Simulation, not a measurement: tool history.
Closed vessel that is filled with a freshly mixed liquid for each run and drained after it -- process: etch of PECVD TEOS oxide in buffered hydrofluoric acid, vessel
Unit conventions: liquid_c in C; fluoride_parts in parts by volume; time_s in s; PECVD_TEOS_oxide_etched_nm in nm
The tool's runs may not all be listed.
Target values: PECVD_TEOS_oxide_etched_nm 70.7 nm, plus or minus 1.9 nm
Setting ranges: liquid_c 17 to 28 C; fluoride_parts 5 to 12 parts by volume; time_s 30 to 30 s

run	hour	liquid_c	fluoride_parts	time_s	PECVD_TEOS_oxide_etched_nm
1	0	20	7	30	95.635
2	5.2	19	7.5	30	85.76
3	10.4	18.5	7.5	30	81.978
4	13.5	18.5	6.5	30	95.964
5	16.5	18	7	30	87.674
6	18.3	20	7	30	97.77
7	21.2	19	7.5	30	85.125
8	24.4	18.5	7.5	30	82.233
9	25	18	7.5	30	79.644
10	26.6	17.5	7.5	30	78.175

Consider the 4 candidate settings below. Which is the only one whose results all fall within their allowed miss of target?
A	28.2	17	8	30	?
B	28.2	17.5	7	30	?
C	28.2	17	7	30	?
D	28.2	17	7.5	30	?

move	PECVD_TEOS_oxide_etched_nm
A	70.307
B	83.578
C	81.231
D	75.395
A: all results in spec
B: misses by more than the last run did
C: misses by more than the last run did
D: an improvement on the last run, though not all results are within tolerance
Answer: A

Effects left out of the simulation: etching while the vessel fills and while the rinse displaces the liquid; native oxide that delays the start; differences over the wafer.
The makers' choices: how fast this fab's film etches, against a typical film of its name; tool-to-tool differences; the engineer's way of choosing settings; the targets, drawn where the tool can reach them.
